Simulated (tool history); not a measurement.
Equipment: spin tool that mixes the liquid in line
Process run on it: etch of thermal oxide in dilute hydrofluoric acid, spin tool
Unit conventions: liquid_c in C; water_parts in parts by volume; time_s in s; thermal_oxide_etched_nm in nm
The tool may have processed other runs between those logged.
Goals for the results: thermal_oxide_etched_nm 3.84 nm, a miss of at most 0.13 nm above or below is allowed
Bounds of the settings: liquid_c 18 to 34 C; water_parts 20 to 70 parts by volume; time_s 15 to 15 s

Run 1, day 0: liquid_c 26 C, water_parts 40 parts by volume, time_s 15 s. Result: thermal_oxide_etched_nm 2.0011 nm.
Run 2, day 0.271: liquid_c 28 C, water_parts 35 parts by volume, time_s 15 s. Result: thermal_oxide_etched_nm 2.4863 nm.
Run 3, day 0.304: liquid_c 29.5 C, water_parts 35 parts by volume, time_s 15 s. Result: thermal_oxide_etched_nm 2.6535 nm.
Run 4, day 0.446: liquid_c 29.5 C, water_parts 20 parts by volume, time_s 15 s. Result: thermal_oxide_etched_nm 4.7452 nm.
Run 5, day 0.692: liquid_c 28 C, water_parts 20 parts by volume, time_s 15 s. Result: thermal_oxide_etched_nm 4.4445 nm.
Run 6, day 1.058: liquid_c 27 C, water_parts 20 parts by volume, time_s 15 s. Result: thermal_oxide_etched_nm 4.1806 nm.
Run 7, day 1.092: liquid_c 26.5 C, water_parts 20 parts by volume, time_s 15 s. Result: thermal_oxide_etched_nm 4.2452 nm.
Run 8, day 1.442: liquid_c 26.5 C, water_parts 20 parts by volume, time_s 15 s. Result: thermal_oxide_etched_nm 4.1648 nm.
Run 9, day 1.746: liquid_c 26 C, water_parts 20 parts by volume, time_s 15 s. Result: thermal_oxide_etched_nm 4.1037 nm.

Which single option among these 4 for the next run brings every result within its allowed miss of target? Just one does.
Run A, day 2.05: liquid_c 28 C, water_parts 20 parts by volume, time_s 15 s. Result: thermal_oxide_etched_nm ?.
Run B, day 2.05: liquid_c 25.5 C, water_parts 20 parts by volume, time_s 15 s. Result: thermal_oxide_etched_nm ?.
Run C, day 2.05: liquid_c 26.5 C, water_parts 20 parts by volume, time_s 15 s. Result: thermal_oxide_etched_nm ?.
Run D, day 2.05: liquid_c 30 C, water_parts 25 parts by volume, time_s 15 s. Result: thermal_oxide_etched_nm ?.

move  thermal_oxide_etched_nm
   A                   4.4391
   B                   4.0025
   C                   4.1727
   D                   3.8218
A: misses by more than the last run did
B: nearer the targets than the last run, but a result is still out of spec
C: misses by more than the last run did
D: every result lands within tolerance
Move D is the one to make.

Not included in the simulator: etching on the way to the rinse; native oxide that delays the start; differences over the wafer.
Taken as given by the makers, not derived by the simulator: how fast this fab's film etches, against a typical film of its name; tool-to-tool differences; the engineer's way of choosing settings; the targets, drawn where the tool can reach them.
